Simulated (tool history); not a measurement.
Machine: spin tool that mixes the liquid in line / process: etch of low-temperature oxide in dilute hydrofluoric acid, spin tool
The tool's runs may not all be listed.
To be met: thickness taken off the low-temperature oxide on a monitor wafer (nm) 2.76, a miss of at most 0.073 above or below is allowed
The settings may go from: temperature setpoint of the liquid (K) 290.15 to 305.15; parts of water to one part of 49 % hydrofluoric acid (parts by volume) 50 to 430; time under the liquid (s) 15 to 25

run	hour	temperature setpoint of the liquid (K)	parts of water to one part of 49 % hydrofluoric acid (parts by volume)	time under the liquid (s)	thickness taken off the low-temperature oxide on a monitor wafer (nm)
1	0	297.15	240	25	1.8712
2	1.9	298.15	235	25	1.9849
3	10.3	300.15	235	25	2.1458
4	12.7	300.15	315	25	1.4725
5	21.2	300.15	230	25	2.1961
# hour 25.2: hydrofluoric acid flow meter replaced
6	25.2	300.65	230	25	2.398
7	33.8	301.15	230	25	2.4209
8	38.6	301.65	230	25	2.4984
9	43.3	304.15	230	25	2.6469

Which one of the following 4 next-run settings gets every result inside its allowed miss? There is exactly one.
A	48	304.15	235	25	?
B	48	301.65	230	25	?
C	48	304.65	240	25	?
D	48	304.65	150	15	?

move	thickness taken off the low-temperature oxide on a monitor wafer (nm)
A	2.5948
B	2.4505
C	2.5677
D	2.7652
A: the biggest miss grows against the last run
B: the biggest miss grows against the last run
C: the biggest miss grows against the last run
D: meets every target
Move D is the one to make.
